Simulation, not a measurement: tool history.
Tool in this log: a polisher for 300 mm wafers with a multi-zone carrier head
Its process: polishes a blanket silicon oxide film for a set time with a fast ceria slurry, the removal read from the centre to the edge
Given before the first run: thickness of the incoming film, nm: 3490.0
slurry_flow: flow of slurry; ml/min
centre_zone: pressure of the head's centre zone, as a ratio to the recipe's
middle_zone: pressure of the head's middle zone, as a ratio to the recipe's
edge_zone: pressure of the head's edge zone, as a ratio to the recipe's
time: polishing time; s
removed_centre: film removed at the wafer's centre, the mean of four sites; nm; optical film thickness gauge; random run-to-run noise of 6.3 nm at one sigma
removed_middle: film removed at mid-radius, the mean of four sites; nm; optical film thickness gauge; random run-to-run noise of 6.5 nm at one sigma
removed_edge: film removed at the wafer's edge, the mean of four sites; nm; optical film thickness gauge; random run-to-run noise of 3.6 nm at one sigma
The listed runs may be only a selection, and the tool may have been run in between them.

run    day  slurry_flow  centre_zone  middle_zone  edge_zone  time  removed_centre  removed_middle  removed_edge
  1  0.000          235         1.00         1.00       1.00    70         1044.10         1025.50       1052.10
  2  0.267          235         0.93         1.00       1.00    70          976.40         1052.20       1054.60
  3  0.512          235         0.96         1.00       1.00    70         1015.10         1032.00       1061.50
  4  0.712          220         0.96         0.96       0.98    61          890.05          865.19        897.10
  5  0.892          220         0.96         0.96       0.98    53          771.00          744.63        775.29
  6  1.017          240         0.96         0.96       0.98    53          773.63          744.05        791.11
  7  1.267          245         0.95         0.93       0.97    49          725.51          672.07        725.03
  8  1.508          250         0.94         0.91       0.97    46          669.38          629.01        692.11
  9  1.846          250         0.94         0.89       0.96    44          638.21          570.07        649.08

Run 10, settings as shown, results not yet in. Your forecast:
 10  1.883          250         0.93         0.87       0.94    44               ?               ?             ?

Run 10 came out at removed_centre 624.46 nm, removed_middle 560.97 nm, removed_edge 651.77 nm.

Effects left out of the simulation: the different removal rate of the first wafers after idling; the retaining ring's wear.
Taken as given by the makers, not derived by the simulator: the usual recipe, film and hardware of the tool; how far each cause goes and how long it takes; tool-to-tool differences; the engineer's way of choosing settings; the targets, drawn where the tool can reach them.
